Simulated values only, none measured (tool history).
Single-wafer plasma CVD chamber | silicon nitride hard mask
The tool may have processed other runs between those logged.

| run | hour | heater temperature setpoint (°C) | chamber pressure (Torr) | RF power (W) | deposition time (s) | mean film thickness on the monitor wafer (nm) |
|---|---|---|---|---|---|---|
| 1 | 0 | 425 | 1.2 | 280 | 20 | 20.321 |
| 2 | 5.5 | 425 | 1.2 | 280 | 20 | 20.513 |
| 3 | 14.4 | 425 | 1.2 | 280 | 20 | 20.577 |
| 4 | 15.3 | 429 | 1.12 | 265 | 19.9 | 18.911 |
| 5 | 22.9 | 429 | 1.06 | 255 | 19.8 | 17.592 |
| 6 | 23.6 | 429 | 1.06 | 240 | 19.8 | 16.63 |
| 7 | 27 | 429 | 1.01 | 235 | 19.8 | 15.961 |
| 8 | 30.4 | 429 | 0.77 | 200 | 19.6 | 11.105 |
| 9 | 36.3 | 429 | 0.81 | 200 | 19.6 | 11.612 |
| 10 | 38.5 | 429 | 0.84 | 200 | 19.6 | 12.005 |
| 11 | 46.4 | 429 | 0.86 | 200 | 19.6 | 12.284 |
| 12 | 50.5 | 429 | 0.87 | 200 | 19.6 | 12.301 |
| 13 | 51.4 | 429 | 0.88 | 200 | 19.6 | 12.325 |

Run 14 has not been measured yet. What should we expect?
| 14 | 52.1 | 430 | 0.89 | 200 | 19.6 | ? |

mean film thickness on the monitor wafer (nm): 12.529
